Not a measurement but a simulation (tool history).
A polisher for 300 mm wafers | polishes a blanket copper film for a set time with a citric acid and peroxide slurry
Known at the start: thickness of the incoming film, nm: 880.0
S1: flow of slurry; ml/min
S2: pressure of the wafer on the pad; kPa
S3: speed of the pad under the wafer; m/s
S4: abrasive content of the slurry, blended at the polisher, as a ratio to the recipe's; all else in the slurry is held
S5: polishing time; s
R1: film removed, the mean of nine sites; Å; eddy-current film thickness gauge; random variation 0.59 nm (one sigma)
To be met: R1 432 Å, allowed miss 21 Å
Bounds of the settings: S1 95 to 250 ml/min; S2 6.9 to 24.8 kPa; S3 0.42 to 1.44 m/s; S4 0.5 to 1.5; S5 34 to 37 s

run 1 day=0 | S1=160 S2=15.9 S3=0.92 S4=1 S5=37 | R1=556.53
run 2 day=0.142 | S1=160 S2=15.2 S3=0.92 S4=1 S5=37 | R1=553.94
run 3 day=0.25 | S1=160 S2=15.2 S3=0.92 S4=1 S5=34 | R1=510.89
run 4 day=0.554 | S1=125 S2=15.2 S3=0.92 S4=1 S5=34 | R1=493.09
run 5 day=0.833 | S1=125 S2=15.2 S3=1.04 S4=1 S5=34 | R1=546.78
run 6 day=0.95 | S1=145 S2=15.2 S3=1.04 S4=1 S5=34 | R1=555.84
run 7 day=1.171 | S1=145 S2=14.5 S3=1.04 S4=1 S5=34 | R1=535.42
run 8 day=1.388 | S1=140 S2=10.3 S3=1.02 S4=1 S5=34 | R1=409.39

Which of these 5 next moves meets every target?
run A day=1.604 | S1=115 S2=7.6 S3=1.12 S4=1 S5=37 | R1=?
run B day=1.604 | S1=130 S2=11 S3=0.98 S4=0.9 S5=34 | R1=?
run C day=1.604 | S1=135 S2=9.7 S3=1.06 S4=1 S5=37 | R1=?
run D day=1.604 | S1=140 S2=10.3 S3=0.94 S4=1.05 S5=34 | R1=?
run E day=1.604 | S1=160 S2=12.4 S3=0.96 S4=1.3 S5=35 | R1=?

move=A R1=368.34
move=B R1=390.57
move=C R1=423.88
move=D R1=370.91
move=E R1=475.38
A: further off than the last run
B: further off than the last run
C: meets every target
D: further off than the last run
E: takes the result that was furthest off past its target
Move C is the one to make.
